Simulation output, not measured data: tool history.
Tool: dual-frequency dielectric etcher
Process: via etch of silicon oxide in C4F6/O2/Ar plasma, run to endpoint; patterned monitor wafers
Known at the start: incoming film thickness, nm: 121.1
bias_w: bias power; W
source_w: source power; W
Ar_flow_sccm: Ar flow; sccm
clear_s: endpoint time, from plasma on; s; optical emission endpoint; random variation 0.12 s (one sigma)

run	hour	bias_w	source_w	Ar_flow_sccm	clear_s
1	0	536	400	317	28.128
2	4.8	517	400	317	28.615
3	13.8	517	350	317	29.613
4	20.8	517	350	343	30.071
5	23.7	563	350	343	28.885
6	27.2	563	310	343	29.942

The next listed run, before its measurement:
7	33.3	507	300	344	?

{"run 7": {"clear_s": 31.733}}
